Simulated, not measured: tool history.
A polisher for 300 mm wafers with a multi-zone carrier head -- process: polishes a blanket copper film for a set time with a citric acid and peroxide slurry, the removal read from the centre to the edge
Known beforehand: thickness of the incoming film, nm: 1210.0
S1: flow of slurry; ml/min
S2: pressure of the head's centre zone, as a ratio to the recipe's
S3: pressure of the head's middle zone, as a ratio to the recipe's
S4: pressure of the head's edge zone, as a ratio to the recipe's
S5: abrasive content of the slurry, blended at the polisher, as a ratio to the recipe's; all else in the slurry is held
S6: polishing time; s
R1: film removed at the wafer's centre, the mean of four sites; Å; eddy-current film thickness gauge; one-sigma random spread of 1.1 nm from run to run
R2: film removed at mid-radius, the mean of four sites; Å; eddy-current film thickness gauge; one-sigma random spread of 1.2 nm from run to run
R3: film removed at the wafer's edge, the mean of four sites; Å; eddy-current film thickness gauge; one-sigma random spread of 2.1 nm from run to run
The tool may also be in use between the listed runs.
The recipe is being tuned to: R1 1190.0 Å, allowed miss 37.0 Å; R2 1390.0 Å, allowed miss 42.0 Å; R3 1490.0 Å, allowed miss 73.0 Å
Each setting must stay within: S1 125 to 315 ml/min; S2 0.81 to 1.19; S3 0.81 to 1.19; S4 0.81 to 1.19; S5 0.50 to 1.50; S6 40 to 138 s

Run 1, hour 0.0: S1 205 ml/min, S2 1.00, S3 1.00, S4 1.00, S5 1.00, S6 88 s. Result: R1 2126.4 Å, R2 2172.9 Å, R3 2292.5 Å.
Run 2, hour 2.1: S1 205 ml/min, S2 1.00, S3 1.00, S4 1.05, S5 1.00, S6 88 s. Result: R1 2101.1 Å, R2 2196.4 Å, R3 2248.2 Å.
Run 3, hour 6.2: S1 205 ml/min, S2 1.06, S3 1.00, S4 1.05, S5 1.00, S6 88 s. Result: R1 2251.0 Å, R2 2169.1 Å, R3 2354.6 Å.
Run 4, hour 8.6: S1 225 ml/min, S2 1.06, S3 1.00, S4 1.05, S5 1.00, S6 88 s. Result: R1 2251.7 Å, R2 2171.3 Å, R3 2270.5 Å.
Run 5, hour 11.3: S1 225 ml/min, S2 1.06, S3 1.00, S4 1.05, S5 1.00, S6 109 s. Result: R1 2791.2 Å, R2 2730.2 Å, R3 2787.1 Å.
Run 6, hour 12.9: S1 225 ml/min, S2 1.02, S3 0.99, S4 1.05, S5 0.90, S6 99 s. Result: R1 2379.8 Å, R2 2418.2 Å, R3 2549.1 Å.
Run 7, hour 17.4: S1 230 ml/min, S2 1.00, S3 0.99, S4 1.05, S5 0.85, S6 89 s. Result: R1 2128.8 Å, R2 2196.5 Å, R3 2265.3 Å.
Run 8, hour 24.8: S1 225 ml/min, S2 0.97, S3 0.98, S4 1.05, S5 0.80, S6 82 s. Result: R1 1877.0 Å, R2 1984.8 Å, R3 2122.8 Å.
Run 9, hour 29.3: S1 200 ml/min, S2 0.87, S3 0.96, S4 0.95, S5 0.55, S6 57 s. Result: R1 1095.6 Å, R2 1258.8 Å, R3 1280.2 Å.
Run 10, hour 30.3: S1 210 ml/min, S2 0.87, S3 0.96, S4 0.98, S5 0.55, S6 57 s. Result: R1 1099.1 Å, R2 1270.0 Å, R3 1345.7 Å.
Run 11, hour 33.2: S1 220 ml/min, S2 0.87, S3 0.97, S4 0.99, S5 0.55, S6 57 s. Result: R1 1107.7 Å, R2 1308.5 Å, R3 1353.3 Å.
Run 12, hour 37.7: S1 230 ml/min, S2 0.88, S3 0.97, S4 1.00, S5 0.55, S6 57 s. Result: R1 1143.6 Å, R2 1305.9 Å, R3 1398.6 Å.

5 candidate next runs follow, results not yet known. Just one meets every target within its allowed miss. Identify it.
Run A, hour 42.2: S1 190 ml/min, S2 0.87, S3 0.98, S4 1.08, S5 0.65, S6 61 s. Result: R1 ?, R2 ?, R3 ?.
Run B, hour 42.2: S1 295 ml/min, S2 0.88, S3 0.81, S4 1.15, S5 0.50, S6 59 s. Result: R1 ?, R2 ?, R3 ?.
Run C, hour 42.2: S1 240 ml/min, S2 0.93, S3 0.93, S4 1.08, S5 0.50, S6 53 s. Result: R1 ?, R2 ?, R3 ?.
Run D, hour 42.2: S1 315 ml/min, S2 0.87, S3 0.83, S4 1.12, S5 0.65, S6 57 s. Result: R1 ?, R2 ?, R3 ?.
Run E, hour 42.2: S1 265 ml/min, S2 0.93, S3 0.88, S4 1.19, S5 0.50, S6 57 s. Result: R1 ?, R2 ?, R3 ?.

move      R1      R2      R3
   A  1181.0  1396.0  1552.9
   B  1190.5  1182.2  1572.2
   C  1103.7  1163.3  1342.5
   D  1179.0  1207.3  1549.9
   E  1201.7  1208.5  1531.7
A: all results in spec
B: moves away from the targets compared with the last run
C: moves away from the targets compared with the last run
D: moves away from the targets compared with the last run
E: moves away from the targets compared with the last run
A meets every target.

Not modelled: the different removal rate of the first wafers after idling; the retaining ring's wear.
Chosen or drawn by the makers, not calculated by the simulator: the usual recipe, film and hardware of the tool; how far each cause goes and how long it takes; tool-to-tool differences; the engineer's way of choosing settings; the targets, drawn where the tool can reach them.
